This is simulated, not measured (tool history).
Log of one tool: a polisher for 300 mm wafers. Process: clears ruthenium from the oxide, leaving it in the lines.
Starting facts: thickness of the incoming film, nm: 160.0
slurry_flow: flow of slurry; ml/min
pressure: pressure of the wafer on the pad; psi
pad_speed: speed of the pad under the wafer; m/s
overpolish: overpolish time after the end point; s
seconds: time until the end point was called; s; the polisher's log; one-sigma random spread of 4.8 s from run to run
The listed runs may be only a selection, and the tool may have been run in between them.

Run 1, hour 0: slurry_flow 145 ml/min, pressure 1.9 psi, pad_speed 1.08 m/s, overpolish 40 s. Result: seconds 128.74 s.
Run 2, hour 7.4: slurry_flow 145 ml/min, pressure 1.9 psi, pad_speed 1.34 m/s, overpolish 40 s. Result: seconds 108.8 s.
Run 3, hour 16.4: slurry_flow 145 ml/min, pressure 1.9 psi, pad_speed 1.46 m/s, overpolish 40 s. Result: seconds 100.96 s.
Run 4, hour 18.4: slurry_flow 145 ml/min, pressure 1.5 psi, pad_speed 1.46 m/s, overpolish 40 s. Result: seconds 118.38 s.
Run 5, hour 24.8: slurry_flow 140 ml/min, pressure 1.4 psi, pad_speed 1.3 m/s, overpolish 40 s. Result: seconds 138.23 s.
Run 6, hour 33.5: slurry_flow 140 ml/min, pressure 1.4 psi, pad_speed 1.42 m/s, overpolish 40 s. Result: seconds 129.86 s.
Run 7, hour 37.5: slurry_flow 140 ml/min, pressure 1.4 psi, pad_speed 1.42 m/s, overpolish 40 s. Result: seconds 134.11 s.
Run 8, hour 40.8: slurry_flow 125 ml/min, pressure 0.9 psi, pad_speed 1.12 m/s, overpolish 40 s. Result: seconds 217.51 s.

Run 9 has not been measured yet. What should we expect?
Run 9, hour 45.5: slurry_flow 125 ml/min, pressure 0.9 psi, pad_speed 1.06 m/s, overpolish 40 s. Result: seconds ?.

Run 9 came out at seconds 225.72 s.
